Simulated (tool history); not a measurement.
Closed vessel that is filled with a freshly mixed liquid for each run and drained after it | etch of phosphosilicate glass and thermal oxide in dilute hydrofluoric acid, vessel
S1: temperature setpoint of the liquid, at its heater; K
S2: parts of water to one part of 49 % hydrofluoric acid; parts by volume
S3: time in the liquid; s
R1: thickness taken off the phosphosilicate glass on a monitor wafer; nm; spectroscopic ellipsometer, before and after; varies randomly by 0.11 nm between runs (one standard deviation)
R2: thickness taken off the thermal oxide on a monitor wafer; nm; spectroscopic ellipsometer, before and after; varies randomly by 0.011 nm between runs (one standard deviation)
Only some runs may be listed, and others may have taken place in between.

| run | hour | S1 | S2 | S3 | R1 | R2 |
|---|---|---|---|---|---|---|
| 1 | 0.0 | 294.15 | 150 | 60 | 36.520 | 1.40000 |
| 2 | 3.6 | 294.15 | 175 | 60 | 30.909 | 1.23330 |
| 3 | 8.5 | 293.65 | 190 | 60 | 27.161 | 1.04780 |
| 4 | 9.2 | 293.65 | 190 | 35 | 15.947 | 0.59613 |
| 5 | 11.1 | 293.15 | 190 | 35 | 15.553 | 0.61676 |
| 6 | 16.8 | 293.15 | 230 | 35 | 12.449 | 0.48433 |
| 7 | 19.3 | 293.65 | 230 | 35 | 12.626 | 0.48330 |
| 8 | 25.3 | 294.15 | 230 | 35 | 13.023 | 0.49236 |

Forecast run 9:
| 9 | 25.9 | 294.65 | 225 | 35 | ? | ? |

R1: 13.542 nm
R2: 0.52711 nm
